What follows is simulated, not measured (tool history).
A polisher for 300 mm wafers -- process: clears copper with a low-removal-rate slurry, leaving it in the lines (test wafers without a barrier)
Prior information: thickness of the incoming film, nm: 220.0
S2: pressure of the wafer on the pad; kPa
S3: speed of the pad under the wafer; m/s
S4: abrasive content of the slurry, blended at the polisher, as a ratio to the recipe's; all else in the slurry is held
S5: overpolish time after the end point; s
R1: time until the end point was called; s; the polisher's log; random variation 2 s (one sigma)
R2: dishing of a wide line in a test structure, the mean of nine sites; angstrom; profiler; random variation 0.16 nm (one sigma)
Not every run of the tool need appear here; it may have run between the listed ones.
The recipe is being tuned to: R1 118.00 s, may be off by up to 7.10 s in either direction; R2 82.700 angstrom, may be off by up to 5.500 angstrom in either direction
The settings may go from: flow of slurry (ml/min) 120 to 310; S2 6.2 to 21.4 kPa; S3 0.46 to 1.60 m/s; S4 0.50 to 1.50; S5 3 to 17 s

run 1 day=0.000 | flow_of_slurry_(ml/min)=200 S2=13.8 S3=1.02 S4=1.00 S5=9 | R1=103.90 R2=137.820
run 2 day=0.108 | flow_of_slurry_(ml/min)=200 S2=13.8 S3=1.02 S4=0.85 S5=9 | R1=106.66 R2=132.310
run 3 day=0.438 | flow_of_slurry_(ml/min)=200 S2=13.8 S3=1.02 S4=0.85 S5=8 | R1=107.86 R2=126.670
run 4 day=0.638 | flow_of_slurry_(ml/min)=205 S2=13.8 S3=1.02 S4=0.85 S5=7 | R1=103.99 R2=106.700
run 5 day=0.804 | flow_of_slurry_(ml/min)=205 S2=12.4 S3=1.02 S4=0.85 S5=7 | R1=111.15 R2=97.270
run 6 day=1.042 | flow_of_slurry_(ml/min)=205 S2=12.4 S3=1.02 S4=0.85 S5=10 | R1=111.11 R2=137.240
run 7 day=1.325 | flow_of_slurry_(ml/min)=215 S2=11.7 S3=1.04 S4=0.85 S5=9 | R1=110.52 R2=126.480
run 8 day=1.621 | flow_of_slurry_(ml/min)=215 S2=11.0 S3=1.04 S4=0.85 S5=8 | R1=113.43 R2=113.490
run 9 day=1.871 | flow_of_slurry_(ml/min)=210 S2=11.0 S3=1.04 S4=0.85 S5=7 | R1=119.88 R2=99.279
run 10 day=2.179 | flow_of_slurry_(ml/min)=235 S2=11.7 S3=1.04 S4=0.85 S5=5 | R1=108.64 R2=71.757
run 11 day=2.221 | flow_of_slurry_(ml/min)=225 S2=11.7 S3=1.04 S4=0.85 S5=5 | R1=114.40 R2=71.931
run 12 day=2.438 | flow_of_slurry_(ml/min)=215 S2=11.7 S3=1.04 S4=0.85 S5=5 | R1=113.63 R2=69.088
run 13 day=2.800 | flow_of_slurry_(ml/min)=210 S2=11.7 S3=1.04 S4=0.85 S5=5 | R1=113.68 R2=70.167
run 14 day=2.858 | flow_of_slurry_(ml/min)=210 S2=11.0 S3=1.04 S4=0.85 S5=7 | R1=116.13 R2=93.398

Next run, 4 choices. One meets every target within its allowed miss, the rest don't. Which?
run A day=2.917 | flow_of_slurry_(ml/min)=225 S2=13.1 S3=1.00 S4=1.15 S5=6 | R1=? R2=?
run B day=2.917 | flow_of_slurry_(ml/min)=200 S2=11.0 S3=1.08 S4=0.75 S5=6 | R1=? R2=?
run C day=2.917 | flow_of_slurry_(ml/min)=160 S2=8.3 S3=1.14 S4=0.80 S5=7 | R1=? R2=?
run D day=2.917 | flow_of_slurry_(ml/min)=175 S2=6.9 S3=1.08 S4=1.25 S5=9 | R1=? R2=?

move=A R1=103.15 R2=91.929
move=B R1=115.29 R2=82.589
move=C R1=132.50 R2=83.546
move=D R1=140.97 R2=99.630
A: the biggest miss grows against the last run
B: meets every target
C: the worst result of the last run now meets its target, but another is out of spec
D: the biggest miss grows against the last run
The move that meets every target is B.

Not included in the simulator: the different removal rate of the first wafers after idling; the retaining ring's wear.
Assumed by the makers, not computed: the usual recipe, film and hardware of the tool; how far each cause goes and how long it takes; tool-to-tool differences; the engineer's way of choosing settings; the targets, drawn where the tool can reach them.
